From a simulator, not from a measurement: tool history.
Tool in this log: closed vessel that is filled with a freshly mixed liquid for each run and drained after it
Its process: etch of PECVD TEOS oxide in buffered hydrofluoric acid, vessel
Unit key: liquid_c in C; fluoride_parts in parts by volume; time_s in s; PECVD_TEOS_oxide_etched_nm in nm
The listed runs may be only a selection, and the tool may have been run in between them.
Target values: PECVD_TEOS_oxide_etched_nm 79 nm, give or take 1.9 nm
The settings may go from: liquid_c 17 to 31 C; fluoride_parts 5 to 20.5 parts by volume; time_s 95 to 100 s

| run | hour | liquid_c | fluoride_parts | time_s | PECVD_TEOS_oxide_etched_nm |
|---|---|---|---|---|---|
| 1 | 0 | 23 | 12.5 | 95 | 133.07 |
| 2 | 1.7 | 25 | 12.5 | 95 | 148.48 |
| 3 | 6.9 | 23.5 | 13 | 95 | 132.69 |
| 4 | 7.6 | 23.5 | 14.5 | 95 | 117.6 |
| 5 | 8.8 | 23.5 | 12.5 | 95 | 138.12 |
| 6 | 12.9 | 23.5 | 12.5 | 95 | 136.14 |
| 7 | 19.9 | 22 | 13 | 95 | 122.23 |
| 8 | 22.8 | 21 | 13.5 | 95 | 111.26 |
| 9 | 30.8 | 21 | 13.5 | 95 | 111.13 |

Exercise: of the 4 proposed moves below, exactly one satisfies all targets within the stated allowed misses. Which move is it?
| A | 38.8 | 19.5 | 16.5 | 100 | ? |
| B | 38.8 | 18.5 | 16.5 | 95 | ? |
| C | 38.8 | 23 | 14 | 100 | ? |
| D | 38.8 | 23.5 | 14 | 100 | ? |

| move | PECVD_TEOS_oxide_etched_nm |
|---|---|
| A | 87.599 |
| B | 78.65 |
| C | 125.09 |
| D | 128.57 |
A: an improvement on the last run, though not all results are within tolerance
B: each result inside its tolerance
C: the biggest miss grows against the last run
D: the biggest miss grows against the last run
So the answer is move B, the one that meets all the targets.
